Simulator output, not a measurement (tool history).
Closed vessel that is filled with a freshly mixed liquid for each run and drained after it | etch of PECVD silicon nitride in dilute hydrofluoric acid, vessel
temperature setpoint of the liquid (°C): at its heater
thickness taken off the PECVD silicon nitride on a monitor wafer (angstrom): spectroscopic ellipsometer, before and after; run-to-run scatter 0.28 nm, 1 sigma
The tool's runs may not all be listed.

| run | hour | temperature setpoint of the liquid (°C) | parts of water to one part of 49 % hydrofluoric acid (parts by volume) | time in the liquid (s) | thickness taken off the PECVD silicon nitride on a monitor wafer (angstrom) |
|---|---|---|---|---|---|
| 1 | 0 | 21 | 140 | 785 | 203.5 |
| 2 | 5.1 | 23.5 | 140 | 785 | 242.87 |
| 3 | 14.2 | 24.5 | 130 | 785 | 278.86 |
| 4 | 22.3 | 24.5 | 105 | 785 | 343.69 |
| 5 | 25.4 | 24.5 | 105 | 835 | 362.27 |
| 6 | 29.9 | 21.5 | 105 | 835 | 298.03 |
| 7 | 38.6 | 22.5 | 105 | 835 | 320.77 |
| 8 | 46.7 | 23.5 | 105 | 835 | 341.63 |
| 9 | 52.6 | 23.5 | 105 | 835 | 343.11 |
| 10 | 56.3 | 24.5 | 105 | 835 | 366.61 |
| 11 | 60.8 | 25 | 105 | 835 | 380.06 |

Run 12, settings as shown, results not yet in. Your forecast:
| 12 | 67.2 | 25.5 | 105 | 835 | ? |

thickness taken off the PECVD silicon nitride on a monitor wafer (angstrom): 390.06
